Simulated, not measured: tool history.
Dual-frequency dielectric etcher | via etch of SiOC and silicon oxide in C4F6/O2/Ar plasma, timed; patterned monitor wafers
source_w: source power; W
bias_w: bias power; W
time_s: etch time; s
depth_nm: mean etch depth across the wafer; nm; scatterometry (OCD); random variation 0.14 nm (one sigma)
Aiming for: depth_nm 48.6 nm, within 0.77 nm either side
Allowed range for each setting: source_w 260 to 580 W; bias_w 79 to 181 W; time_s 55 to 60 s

{"run": 1, "hour": 0.0, "source_w": 420, "bias_w": 130, "time_s": 60, "depth_nm": 59.243}
{"run": 2, "hour": 4.0, "source_w": 370, "bias_w": 122, "time_s": 59.5, "depth_nm": 54.555}
{"run": 3, "hour": 7.0, "source_w": 440, "bias_w": 122, "time_s": 59.5, "depth_nm": 59.206}
{"run": 4, "hour": 14.0, "source_w": 390, "bias_w": 120, "time_s": 59.5, "depth_nm": 55.321}
{"run": 5, "hour": 18.8, "source_w": 360, "bias_w": 119, "time_s": 59.5, "depth_nm": 53.143}
{"run": 6, "hour": 20.1, "source_w": 340, "bias_w": 118, "time_s": 59.5, "depth_nm": 51.609}
{"run": 7, "hour": 27.1, "source_w": 280, "bias_w": 116, "time_s": 59.5, "depth_nm": 46.483}
{"run": 8, "hour": 31.9, "source_w": 290, "bias_w": 116, "time_s": 59.5, "depth_nm": 47.558}

Exactly one of the 5 candidate moves below puts every result within its allowed miss. Which one?
{"run": "A", "hour": 36.7, "source_w": 290, "bias_w": 101, "time_s": 60, "depth_nm": "?"}
{"run": "B", "hour": 36.7, "source_w": 300, "bias_w": 115, "time_s": 60, "depth_nm": "?"}
{"run": "C", "hour": 36.7, "source_w": 340, "bias_w": 98, "time_s": 55, "depth_nm": "?"}
{"run": "D", "hour": 36.7, "source_w": 300, "bias_w": 119, "time_s": 56.5, "depth_nm": "?"}
{"run": "E", "hour": 36.7, "source_w": 270, "bias_w": 136, "time_s": 57, "depth_nm": "?"}

move=A depth_nm=45.91
move=B depth_nm=48.491
move=C depth_nm=45.289
move=D depth_nm=46.119
move=E depth_nm=45.844
A: moves away from the targets compared with the last run
B: every result lands within tolerance
C: moves away from the targets compared with the last run
D: moves away from the targets compared with the last run
E: moves away from the targets compared with the last run
B is the move that brings every result within its allowed miss.

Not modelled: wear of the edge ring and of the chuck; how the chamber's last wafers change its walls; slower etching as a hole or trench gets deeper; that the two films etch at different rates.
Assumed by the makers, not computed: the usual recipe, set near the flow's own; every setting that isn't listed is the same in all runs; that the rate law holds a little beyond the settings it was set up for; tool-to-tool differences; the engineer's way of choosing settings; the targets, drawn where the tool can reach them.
